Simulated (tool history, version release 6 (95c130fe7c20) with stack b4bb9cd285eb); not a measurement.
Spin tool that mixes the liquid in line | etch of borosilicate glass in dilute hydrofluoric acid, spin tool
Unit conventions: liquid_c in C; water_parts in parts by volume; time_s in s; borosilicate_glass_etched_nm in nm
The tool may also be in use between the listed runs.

run  hour  liquid_c  water_parts  time_s  borosilicate_glass_etched_nm
  1     0        24          165      50                        9.3579
  2   4.3        25          160      50                        10.095
  3   6.4        25          180      50                        8.7937
  4  11.7        23          180      50                        8.1772
  5  18.1        24          170      50                        9.0155
  6  26.9        25          160      50                        10.062

Run 7 is up next; what results do you expect?
  7  27.7        29          110      50                             ?

{"run 7": {"borosilicate_glass_etched_nm": 18.469}}
